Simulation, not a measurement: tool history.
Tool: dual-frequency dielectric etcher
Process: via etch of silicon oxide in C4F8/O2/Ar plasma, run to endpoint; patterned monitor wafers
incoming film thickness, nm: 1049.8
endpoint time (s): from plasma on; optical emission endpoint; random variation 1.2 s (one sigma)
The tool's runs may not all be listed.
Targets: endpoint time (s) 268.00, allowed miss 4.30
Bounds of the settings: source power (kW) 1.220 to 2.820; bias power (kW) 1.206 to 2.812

| run | hour | source power (kW) | bias power (kW) | endpoint time (s) |
|---|---|---|---|---|
| 1 | 0.0 | 2.020 | 2.009 | 230.91 |
| 2 | 1.0 | 1.790 | 2.009 | 239.90 |
| 3 | 7.1 | 1.790 | 2.140 | 238.02 |
| 4 | 14.3 | 1.660 | 2.140 | 243.91 |
| 5 | 18.1 | 1.970 | 2.140 | 226.77 |
| 6 | 27.0 | 1.970 | 2.311 | 222.74 |
|  | 32.2 | source power generator calibrated |
| 7 | 32.2 | 1.770 | 2.241 | 237.41 |
| 8 | 32.9 | 1.640 | 2.218 | 244.34 |
| 9 | 40.6 | 1.540 | 2.202 | 252.24 |

5 next moves are on the table. One of them brings every result within its allowed miss. Which?
| A | 48.3 | 1.400 | 2.030 | ? |
| B | 48.3 | 1.220 | 2.130 | ? |
| C | 48.3 | 1.520 | 2.136 | ? |
| D | 48.3 | 1.510 | 2.086 | ? |
| E | 48.3 | 1.260 | 2.095 | ? |

| move | endpoint time (s) |
|---|---|
| A | 269.22 |
| B | 279.81 |
| C | 256.12 |
| D | 258.84 |
| E | 277.80 |
A: meets every target
B: takes the result that was furthest off past its target
C: nearer than the last run, and not there yet
D: nearer than the last run, and not there yet
E: takes the result that was furthest off past its target
The right move is A.

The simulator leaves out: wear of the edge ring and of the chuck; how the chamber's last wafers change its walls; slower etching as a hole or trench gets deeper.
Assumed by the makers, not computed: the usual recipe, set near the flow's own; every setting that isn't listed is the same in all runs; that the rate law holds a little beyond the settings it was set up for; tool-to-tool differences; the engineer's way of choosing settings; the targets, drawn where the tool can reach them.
